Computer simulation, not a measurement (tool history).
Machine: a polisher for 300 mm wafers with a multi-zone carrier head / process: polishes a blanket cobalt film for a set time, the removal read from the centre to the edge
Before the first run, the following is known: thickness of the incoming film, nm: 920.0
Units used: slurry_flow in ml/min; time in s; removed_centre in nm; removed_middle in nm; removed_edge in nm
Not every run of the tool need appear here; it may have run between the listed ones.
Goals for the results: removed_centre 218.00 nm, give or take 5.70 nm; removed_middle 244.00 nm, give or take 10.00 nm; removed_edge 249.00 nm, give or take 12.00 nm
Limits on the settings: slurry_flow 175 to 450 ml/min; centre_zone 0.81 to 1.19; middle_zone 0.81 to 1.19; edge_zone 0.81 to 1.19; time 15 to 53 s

Run 1, hour 0.0: slurry_flow 290 ml/min, centre_zone 1.00, middle_zone 1.00, edge_zone 1.00, time 34 s. Result: removed_centre 193.94 nm, removed_middle 172.62 nm, removed_edge 174.76 nm.
Run 2, hour 1.6: slurry_flow 290 ml/min, centre_zone 1.00, middle_zone 1.08, edge_zone 1.00, time 34 s. Result: removed_centre 195.20 nm, removed_middle 186.54 nm, removed_edge 178.72 nm.
Run 3, hour 2.2: slurry_flow 290 ml/min, centre_zone 1.00, middle_zone 1.08, edge_zone 0.96, time 34 s. Result: removed_centre 196.56 nm, removed_middle 182.94 nm, removed_edge 167.33 nm.
Run 4, hour 8.4: slurry_flow 300 ml/min, centre_zone 1.00, middle_zone 1.11, edge_zone 1.01, time 35 s. Result: removed_centre 201.08 nm, removed_middle 193.90 nm, removed_edge 180.61 nm.
Run 5, hour 14.9: slurry_flow 260 ml/min, centre_zone 1.00, middle_zone 1.11, edge_zone 1.01, time 35 s. Result: removed_centre 197.82 nm, removed_middle 192.45 nm, removed_edge 182.33 nm.
Run 6, hour 23.8: slurry_flow 255 ml/min, centre_zone 0.99, middle_zone 1.13, edge_zone 1.05, time 36 s. Result: removed_centre 202.36 nm, removed_middle 198.95 nm, removed_edge 186.25 nm.
Run 7, hour 29.5: slurry_flow 255 ml/min, centre_zone 0.99, middle_zone 1.13, edge_zone 1.05, time 36 s. Result: removed_centre 203.01 nm, removed_middle 203.86 nm, removed_edge 184.82 nm.
Run 8, hour 34.5: slurry_flow 265 ml/min, centre_zone 0.95, middle_zone 1.10, edge_zone 1.08, time 38 s. Result: removed_centre 207.25 nm, removed_middle 209.91 nm, removed_edge 198.38 nm.
Run 9, hour 40.4: slurry_flow 250 ml/min, centre_zone 0.92, middle_zone 1.08, edge_zone 1.11, time 40 s. Result: removed_centre 208.90 nm, removed_middle 212.54 nm, removed_edge 211.79 nm.
Run 10, hour 44.9: slurry_flow 250 ml/min, centre_zone 0.90, middle_zone 1.08, edge_zone 1.13, time 41 s. Result: removed_centre 211.22 nm, removed_middle 220.46 nm, removed_edge 217.25 nm.
At hour 46.7: centre zone pressure recalibrated.
Run 11, hour 46.7: slurry_flow 245 ml/min, centre_zone 0.88, middle_zone 1.07, edge_zone 1.14, time 42 s. Result: removed_centre 194.01 nm, removed_middle 219.07 nm, removed_edge 224.25 nm.
Run 12, hour 52.2: slurry_flow 260 ml/min, centre_zone 0.88, middle_zone 1.07, edge_zone 1.15, time 43 s. Result: removed_centre 198.77 nm, removed_middle 223.12 nm, removed_edge 230.76 nm.
Run 13, hour 56.2: slurry_flow 260 ml/min, centre_zone 0.89, middle_zone 1.08, edge_zone 1.15, time 44 s. Result: removed_centre 205.42 nm, removed_middle 237.77 nm, removed_edge 238.61 nm.
Run 14, hour 62.6: slurry_flow 260 ml/min, centre_zone 0.89, middle_zone 1.08, edge_zone 1.15, time 44 s. Result: removed_centre 204.92 nm, removed_middle 234.99 nm, removed_edge 234.25 nm.
Run 15, hour 70.3: slurry_flow 255 ml/min, centre_zone 0.89, middle_zone 1.08, edge_zone 1.15, time 45 s. Result: removed_centre 208.04 nm, removed_middle 241.72 nm, removed_edge 243.29 nm.
Run 16, hour 73.2: slurry_flow 250 ml/min, centre_zone 0.90, middle_zone 1.08, edge_zone 1.15, time 45 s. Result: removed_centre 210.61 nm, removed_middle 242.31 nm, removed_edge 242.33 nm.

Exactly one of the 5 candidate moves below puts every result within its allowed miss. Which one?
Run A, hour 76.1: slurry_flow 285 ml/min, centre_zone 0.81, middle_zone 1.10, edge_zone 1.18, time 45 s. Result: removed_centre ?, removed_middle ?, removed_edge ?.
Run B, hour 76.1: slurry_flow 275 ml/min, centre_zone 0.92, middle_zone 1.07, edge_zone 1.19, time 43 s. Result: removed_centre ?, removed_middle ?, removed_edge ?.
Run C, hour 76.1: slurry_flow 265 ml/min, centre_zone 0.84, middle_zone 1.09, edge_zone 1.11, time 43 s. Result: removed_centre ?, removed_middle ?, removed_edge ?.
Run D, hour 76.1: slurry_flow 260 ml/min, centre_zone 0.88, middle_zone 1.03, edge_zone 1.12, time 47 s. Result: removed_centre ?, removed_middle ?, removed_edge ?.
Run E, hour 76.1: slurry_flow 225 ml/min, centre_zone 0.91, middle_zone 1.19, edge_zone 1.16, time 44 s. Result: removed_centre ?, removed_middle ?, removed_edge ?.

move  removed_centre  removed_middle  removed_edge
   A          196.33          249.78        244.11
   B          209.61          232.18        233.50
   C          192.30          235.13        226.74
   D          218.64          244.38        248.50
   E          207.57          254.85        232.47
A: the biggest miss grows against the last run
B: the biggest miss grows against the last run
C: the biggest miss grows against the last run
D: every result lands within tolerance
E: the biggest miss grows against the last run
Correct choice: D, which meets every target
